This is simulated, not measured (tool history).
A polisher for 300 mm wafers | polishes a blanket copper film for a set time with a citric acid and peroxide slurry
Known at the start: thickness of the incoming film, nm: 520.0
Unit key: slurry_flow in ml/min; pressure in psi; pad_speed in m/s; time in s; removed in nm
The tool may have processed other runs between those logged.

run 1 hour=0.0 | slurry_flow=230 pressure=2.6 pad_speed=1.18 slurry_solids=1.0 time=67 | removed=139.78
run 2 hour=2.9 | slurry_flow=230 pressure=2.6 pad_speed=1.18 slurry_solids=1.0 time=71 | removed=149.06
run 3 hour=11.7 | slurry_flow=230 pressure=3.2 pad_speed=1.18 slurry_solids=1.0 time=71 | removed=182.85
run 4 hour=20.2 | slurry_flow=230 pressure=3.2 pad_speed=0.98 slurry_solids=1.0 time=71 | removed=160.72
run 5 hour=28.9 | slurry_flow=230 pressure=3.2 pad_speed=0.98 slurry_solids=1.0 time=71 | removed=160.88
run 6 hour=35.6 | slurry_flow=230 pressure=3.2 pad_speed=1.28 slurry_solids=1.0 time=71 | removed=196.58
run 7 hour=36.2 | slurry_flow=235 pressure=3.4 pad_speed=1.28 slurry_solids=1.0 time=71 | removed=207.89

Run 8 comes next. What will it give?
run 8 hour=44.6 | slurry_flow=235 pressure=3.4 pad_speed=1.28 slurry_solids=1.0 time=71 | removed=?

{"run 8": {"removed": 209.73}}
